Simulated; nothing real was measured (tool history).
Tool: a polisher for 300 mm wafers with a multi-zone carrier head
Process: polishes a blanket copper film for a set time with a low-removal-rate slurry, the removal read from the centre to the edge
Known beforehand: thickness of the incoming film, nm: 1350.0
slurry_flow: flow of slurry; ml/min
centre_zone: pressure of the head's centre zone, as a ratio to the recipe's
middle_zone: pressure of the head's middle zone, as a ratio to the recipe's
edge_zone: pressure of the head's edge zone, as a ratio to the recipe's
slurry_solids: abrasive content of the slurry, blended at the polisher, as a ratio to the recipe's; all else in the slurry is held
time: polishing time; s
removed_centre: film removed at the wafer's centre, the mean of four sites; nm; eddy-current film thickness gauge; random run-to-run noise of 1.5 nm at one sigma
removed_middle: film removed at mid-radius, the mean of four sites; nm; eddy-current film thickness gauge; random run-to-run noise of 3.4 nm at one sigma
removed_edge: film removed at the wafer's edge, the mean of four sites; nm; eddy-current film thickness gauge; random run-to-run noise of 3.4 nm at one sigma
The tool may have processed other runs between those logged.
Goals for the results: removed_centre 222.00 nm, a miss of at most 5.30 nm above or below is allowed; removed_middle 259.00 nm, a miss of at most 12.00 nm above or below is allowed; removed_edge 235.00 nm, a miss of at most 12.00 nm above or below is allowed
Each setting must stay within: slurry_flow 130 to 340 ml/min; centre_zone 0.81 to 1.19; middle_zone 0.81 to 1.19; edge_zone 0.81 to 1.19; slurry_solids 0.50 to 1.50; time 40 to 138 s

| run | hour | slurry_flow | centre_zone | middle_zone | edge_zone | slurry_solids | time | removed_centre | removed_middle | removed_edge |
|---|---|---|---|---|---|---|---|---|---|---|
| 1 | 0.0 | 220 | 1.00 | 1.00 | 1.00 | 1.00 | 88 | 347.48 | 338.16 | 346.41 |
| 2 | 1.5 | 200 | 1.00 | 1.00 | 1.00 | 1.00 | 88 | 337.69 | 336.30 | 329.58 |
| 3 | 4.0 | 195 | 0.98 | 0.99 | 0.99 | 0.95 | 87 | 322.75 | 330.08 | 334.45 |
| 4 | 7.3 | 190 | 0.98 | 1.00 | 0.98 | 0.90 | 84 | 305.92 | 308.25 | 301.19 |
| 5 | 11.4 | 190 | 0.98 | 1.00 | 0.92 | 0.90 | 84 | 304.49 | 311.12 | 292.12 |
| 6 | 14.8 | 240 | 0.98 | 1.00 | 0.92 | 0.90 | 84 | 319.72 | 315.76 | 309.82 |
| 7 | 20.8 | 230 | 0.96 | 1.00 | 0.91 | 0.85 | 84 | 310.28 | 316.90 | 304.16 |
| 8 | 22.9 | 200 | 0.86 | 0.94 | 0.82 | 0.60 | 70 | 214.61 | 238.03 | 229.80 |
| 9 | 27.5 | 205 | 0.86 | 0.95 | 0.82 | 0.60 | 70 | 214.17 | 237.39 | 230.21 |
| 10 | 33.3 | 210 | 0.86 | 0.96 | 0.82 | 0.60 | 70 | 215.45 | 243.84 | 229.67 |
| 11 | 36.8 | 215 | 0.86 | 0.96 | 0.82 | 0.60 | 70 | 220.13 | 240.88 | 232.69 |
| 12 | 39.3 | 215 | 0.86 | 0.97 | 0.82 | 0.60 | 70 | 218.34 | 242.98 | 228.35 |
| 13 | 42.3 | 215 | 0.86 | 0.98 | 0.82 | 0.60 | 70 | 218.83 | 243.51 | 229.64 |

5 candidate next runs follow, results not yet known. Just one meets every target within its allowed miss. Identify it.
| A | 45.3 | 230 | 0.85 | 1.01 | 0.82 | 0.65 | 71 | ? | ? | ? |
| B | 45.3 | 175 | 0.82 | 1.03 | 0.84 | 0.75 | 71 | ? | ? | ? |
| C | 45.3 | 185 | 0.93 | 1.11 | 0.81 | 0.55 | 69 | ? | ? | ? |
| D | 45.3 | 135 | 0.82 | 1.03 | 0.81 | 0.60 | 77 | ? | ? | ? |
| E | 45.3 | 230 | 0.90 | 1.03 | 0.84 | 0.50 | 65 | ? | ? | ? |

| move | removed_centre | removed_middle | removed_edge |
|---|---|---|---|
| A | 220.79 | 253.88 | 238.07 |
| B | 207.39 | 252.23 | 237.77 |
| C | 220.24 | 252.47 | 219.02 |
| D | 203.99 | 249.97 | 235.76 |
| E | 206.12 | 228.03 | 212.56 |
A: in spec on every target
B: corrects the largest miss of the last run, while another result sits out of spec
C: corrects the largest miss of the last run, while another result sits out of spec
D: corrects the largest miss of the last run, while another result sits out of spec
E: lands further from the targets than the last run did
A is the move that brings every result within its allowed miss.
